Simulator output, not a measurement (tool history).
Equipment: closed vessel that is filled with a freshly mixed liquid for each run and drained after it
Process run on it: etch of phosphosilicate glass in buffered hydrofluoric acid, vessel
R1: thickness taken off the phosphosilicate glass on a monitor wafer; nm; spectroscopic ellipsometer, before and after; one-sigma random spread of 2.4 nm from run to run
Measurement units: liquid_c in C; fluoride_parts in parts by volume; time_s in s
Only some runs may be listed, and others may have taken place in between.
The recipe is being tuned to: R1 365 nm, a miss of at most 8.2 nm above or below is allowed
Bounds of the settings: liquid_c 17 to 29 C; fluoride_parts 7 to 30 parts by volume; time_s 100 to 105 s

{"run": 1, "hour": 0.0, "liquid_c": 21, "fluoride_parts": 19, "time_s": 100, "R1": 166.02}
{"run": 2, "hour": 2.8, "liquid_c": 21, "fluoride_parts": 19, "time_s": 105, "R1": 175.96}
{"run": 3, "hour": 10.4, "liquid_c": 22.5, "fluoride_parts": 19, "time_s": 105, "R1": 188.13}
{"run": 4, "hour": 19.1, "liquid_c": 24.5, "fluoride_parts": 19, "time_s": 105, "R1": 213.85}
{"run": 5, "hour": 24.1, "liquid_c": 24.5, "fluoride_parts": 17, "time_s": 105, "R1": 234.96}
{"run": 6, "hour": 26.2, "liquid_c": 24.5, "fluoride_parts": 17, "time_s": 105, "R1": 232.98}
{"run": 7, "hour": 35.3, "liquid_c": 25.5, "fluoride_parts": 16, "time_s": 105, "R1": 261.87}
{"run": 8, "hour": 38.4, "liquid_c": 26.5, "fluoride_parts": 15.5, "time_s": 105, "R1": 286.92}
{"run": 9, "hour": 43.7, "liquid_c": 27, "fluoride_parts": 15, "time_s": 105, "R1": 304.58}
{"run": 10, "hour": 46.4, "liquid_c": 27.5, "fluoride_parts": 14.5, "time_s": 105, "R1": 323.26}
{"run": 11, "hour": 51.6, "liquid_c": 28, "fluoride_parts": 14.5, "time_s": 105, "R1": 332.2}
{"run": 12, "hour": 52.7, "liquid_c": 28.5, "fluoride_parts": 14, "time_s": 105, "R1": 353.15}

Which one of the following 4 next-run settings gets every result inside its allowed miss? There is exactly one.
{"run": "A", "hour": 53.8, "liquid_c": 28.5, "fluoride_parts": 13.5, "time_s": 100, "R1": "?"}
{"run": "B", "hour": 53.8, "liquid_c": 28.5, "fluoride_parts": 14, "time_s": 100, "R1": "?"}
{"run": "C", "hour": 53.8, "liquid_c": 29, "fluoride_parts": 14, "time_s": 105, "R1": "?"}
{"run": "D", "hour": 53.8, "liquid_c": 25.5, "fluoride_parts": 11.5, "time_s": 100, "R1": "?"}

move=A R1=349.28
move=B R1=337.04
move=C R1=363.4
move=D R1=348.01
A: further off than the last run
B: further off than the last run
C: in spec on every target
D: further off than the last run
So the answer is move C, the one that meets all the targets.
